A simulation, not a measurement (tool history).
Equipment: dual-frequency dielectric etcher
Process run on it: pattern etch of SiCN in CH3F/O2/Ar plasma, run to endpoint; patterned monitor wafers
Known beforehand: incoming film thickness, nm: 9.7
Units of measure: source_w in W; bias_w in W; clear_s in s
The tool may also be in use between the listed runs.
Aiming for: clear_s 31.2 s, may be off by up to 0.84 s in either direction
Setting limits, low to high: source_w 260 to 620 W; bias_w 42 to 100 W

Run 1, hour 0: source_w 440 W, bias_w 71 W. Result: clear_s 24.352 s.
Run 2, hour 2.2: source_w 410 W, bias_w 67 W. Result: clear_s 26.019 s.
Run 3, hour 7.8: source_w 380 W, bias_w 66 W. Result: clear_s 26.938 s.
Run 4, hour 13.3: source_w 450 W, bias_w 66 W. Result: clear_s 25.103 s.
Run 5, hour 14: source_w 420 W, bias_w 64 W. Result: clear_s 26.189 s.
Run 6, hour 15.6: source_w 390 W, bias_w 63 W. Result: clear_s 27.295 s.
Run 7, hour 23.5: source_w 370 W, bias_w 62 W. Result: clear_s 27.595 s.
Run 8, hour 30: source_w 280 W, bias_w 48 W. Result: clear_s 34.097 s.
Run 9, hour 36.2: source_w 290 W, bias_w 48 W. Result: clear_s 34.229 s.
Run 10, hour 40.7: source_w 300 W, bias_w 48 W. Result: clear_s 33.109 s.
Run 11, hour 49: source_w 310 W, bias_w 48 W. Result: clear_s 32.518 s.
Run 12, hour 56: source_w 320 W, bias_w 48 W. Result: clear_s 32.036 s.

Pick the move, out of 5, that brings all results within their allowed miss; only one does.
Run A, hour 63: source_w 260 W, bias_w 65 W. Result: clear_s ?.
Run B, hour 63: source_w 310 W, bias_w 48 W. Result: clear_s ?.
Run C, hour 63: source_w 330 W, bias_w 42 W. Result: clear_s ?.
Run D, hour 63: source_w 280 W, bias_w 56 W. Result: clear_s ?.
Run E, hour 63: source_w 310 W, bias_w 59 W. Result: clear_s ?.

move  clear_s
   A   32.891
   B   32.708
   C   32.802
   D   33.044
   E   30.855
A: further off than the last run
B: further off than the last run
C: further off than the last run
D: further off than the last run
E: each result inside its tolerance
Correct choice: E, which meets every target

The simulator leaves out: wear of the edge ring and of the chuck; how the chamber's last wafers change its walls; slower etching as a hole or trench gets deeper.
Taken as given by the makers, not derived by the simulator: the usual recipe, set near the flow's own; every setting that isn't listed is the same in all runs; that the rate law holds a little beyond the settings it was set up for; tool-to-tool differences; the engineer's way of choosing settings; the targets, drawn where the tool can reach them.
